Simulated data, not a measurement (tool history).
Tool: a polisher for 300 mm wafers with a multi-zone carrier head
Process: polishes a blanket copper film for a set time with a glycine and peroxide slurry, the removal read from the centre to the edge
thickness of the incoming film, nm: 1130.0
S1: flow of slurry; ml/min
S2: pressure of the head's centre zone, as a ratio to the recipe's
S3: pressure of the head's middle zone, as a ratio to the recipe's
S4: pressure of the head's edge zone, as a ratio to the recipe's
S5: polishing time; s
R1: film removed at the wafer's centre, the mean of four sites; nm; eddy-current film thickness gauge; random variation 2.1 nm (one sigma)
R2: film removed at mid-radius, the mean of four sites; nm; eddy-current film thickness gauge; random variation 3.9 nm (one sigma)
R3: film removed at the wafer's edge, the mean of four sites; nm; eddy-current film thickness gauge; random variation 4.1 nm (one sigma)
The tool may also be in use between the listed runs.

| run | hour | S1 | S2 | S3 | S4 | S5 | R1 | R2 | R3 |
|---|---|---|---|---|---|---|---|---|---|
| 1 | 0.0 | 200 | 1.00 | 1.00 | 1.00 | 35 | 298.15 | 316.64 | 306.17 |
| 2 | 1.9 | 200 | 1.00 | 1.05 | 1.00 | 35 | 296.38 | 323.15 | 306.59 |
| 3 | 8.4 | 215 | 1.02 | 1.01 | 1.04 | 35 | 305.14 | 318.91 | 314.55 |
| 4 | 15.8 | 225 | 1.04 | 0.98 | 1.07 | 35 | 313.15 | 312.00 | 327.43 |
| 5 | 19.7 | 235 | 1.06 | 0.97 | 1.07 | 35 | 323.78 | 309.19 | 328.58 |
| 6 | 20.6 | 210 | 1.06 | 0.97 | 1.07 | 35 | 315.99 | 299.39 | 322.05 |
| 7 | 28.2 | 225 | 1.07 | 0.96 | 1.08 | 35 | 321.43 | 300.83 | 318.48 |
| 8 | 30.2 | 235 | 1.08 | 0.95 | 1.10 | 35 | 327.10 | 301.64 | 327.52 |
| 9 | 38.1 | 245 | 1.09 | 0.94 | 1.11 | 35 | 331.88 | 309.24 | 324.95 |
| 10 | 46.3 | 245 | 1.10 | 0.93 | 1.13 | 35 | 338.72 | 305.44 | 335.61 |

Run 11 comes next. What will it give?
| 11 | 50.0 | 245 | 1.10 | 0.93 | 1.14 | 35 | ? | ? | ? |

R1: 336.28 nm
R2: 306.75 nm
R3: 330.56 nm

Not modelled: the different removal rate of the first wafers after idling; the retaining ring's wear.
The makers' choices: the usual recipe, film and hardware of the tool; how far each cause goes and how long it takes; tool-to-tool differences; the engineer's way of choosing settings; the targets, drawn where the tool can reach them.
